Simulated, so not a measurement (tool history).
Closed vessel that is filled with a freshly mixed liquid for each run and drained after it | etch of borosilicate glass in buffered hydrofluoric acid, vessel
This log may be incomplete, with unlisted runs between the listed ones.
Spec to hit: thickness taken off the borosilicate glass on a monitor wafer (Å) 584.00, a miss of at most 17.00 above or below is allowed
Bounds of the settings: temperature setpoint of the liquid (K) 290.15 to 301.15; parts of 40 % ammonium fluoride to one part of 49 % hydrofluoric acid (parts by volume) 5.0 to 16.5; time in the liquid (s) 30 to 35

run	hour	temperature setpoint of the liquid (K)	parts of 40 % ammonium fluoride to one part of 49 % hydrofluoric acid (parts by volume)	time in the liquid (s)	thickness taken off the borosilicate glass on a monitor wafer (Å)
1	0.0	293.15	10.0	35	355.13
2	6.6	293.15	12.5	35	282.51
3	9.9	294.15	12.0	35	306.18
4	12.0	294.65	11.5	35	331.36
5	20.0	295.15	11.0	35	358.04
6	26.7	293.15	11.0	35	315.53
7	27.5	297.15	9.0	35	462.03
8	36.4	297.15	9.0	35	463.83
9	38.0	301.15	8.5	35	606.75
10	38.6	301.15	8.5	35	615.14

Which one of the following 4 next-run settings gets every result inside its allowed miss? There is exactly one.
A	39.2	298.65	7.0	35	?
B	39.2	300.65	8.0	30	?
C	39.2	297.65	6.0	30	?
D	39.2	296.15	7.0	35	?

move	thickness taken off the borosilicate glass on a monitor wafer (Å)
A	671.64
B	551.97
C	626.98
D	588.09
A: further off than the last run
B: pushes the last run's worst result past its target
C: further off than the last run
D: hits every target within its allowed miss
Go with D: it meets all targets.

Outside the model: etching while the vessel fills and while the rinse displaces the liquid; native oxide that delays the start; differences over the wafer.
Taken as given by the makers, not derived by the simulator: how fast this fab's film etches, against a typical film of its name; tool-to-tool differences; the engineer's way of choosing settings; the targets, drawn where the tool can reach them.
